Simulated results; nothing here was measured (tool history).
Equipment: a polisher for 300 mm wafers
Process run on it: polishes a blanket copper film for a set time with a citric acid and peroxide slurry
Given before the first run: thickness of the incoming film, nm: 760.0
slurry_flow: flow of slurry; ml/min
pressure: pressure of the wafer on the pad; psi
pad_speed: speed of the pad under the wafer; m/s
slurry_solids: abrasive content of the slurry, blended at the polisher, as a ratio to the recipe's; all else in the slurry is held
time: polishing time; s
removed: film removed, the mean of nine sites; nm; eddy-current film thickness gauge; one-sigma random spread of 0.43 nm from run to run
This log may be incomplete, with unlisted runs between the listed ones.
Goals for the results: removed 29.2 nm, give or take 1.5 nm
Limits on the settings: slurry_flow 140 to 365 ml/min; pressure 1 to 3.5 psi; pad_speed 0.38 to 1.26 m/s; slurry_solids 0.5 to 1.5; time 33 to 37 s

run 1 hour=0 | slurry_flow=235 pressure=2.2 pad_speed=0.82 slurry_solids=1 time=37 | removed=41.074
run 2 hour=4.9 | slurry_flow=235 pressure=2 pad_speed=0.82 slurry_solids=1 time=37 | removed=36.782
run 3 hour=9.8 | slurry_flow=260 pressure=2 pad_speed=0.82 slurry_solids=1 time=37 | removed=38.182
run 4 hour=16.2 | slurry_flow=255 pressure=1.9 pad_speed=0.82 slurry_solids=1 time=37 | removed=35.84
run 5 hour=20.7 | slurry_flow=285 pressure=1.9 pad_speed=0.82 slurry_solids=1 time=37 | removed=36.08
run 6 hour=24.3 | slurry_flow=285 pressure=1.9 pad_speed=1 slurry_solids=1 time=37 | removed=43.361
run 7 hour=28.2 | slurry_flow=285 pressure=1.7 pad_speed=1 slurry_solids=1 time=37 | removed=39.36
run 8 hour=33.7 | slurry_flow=285 pressure=1.5 pad_speed=1 slurry_solids=1 time=37 | removed=35.584

Which one of the following 5 next-run settings gets every result inside its allowed miss? There is exactly one.
run A hour=39.2 | slurry_flow=310 pressure=1.6 pad_speed=0.88 slurry_solids=1.05 time=33 | removed=?
run B hour=39.2 | slurry_flow=285 pressure=1.7 pad_speed=1.08 slurry_solids=0.9 time=37 | removed=?
run C hour=39.2 | slurry_flow=245 pressure=2.2 pad_speed=0.88 slurry_solids=0.95 time=37 | removed=?
run D hour=39.2 | slurry_flow=310 pressure=1.3 pad_speed=1.16 slurry_solids=1 time=37 | removed=?
run E hour=39.2 | slurry_flow=300 pressure=2 pad_speed=1.06 slurry_solids=1.35 time=37 | removed=?

move=A removed=29.577
move=B removed=41.474
move=C removed=43.275
move=D removed=35.147
move=E removed=50.896
A: hits every target within its allowed miss
B: further off than the last run
C: further off than the last run
D: moves toward the targets from the last run without getting all of them in spec
E: further off than the last run
A is the move that brings every result within its allowed miss.
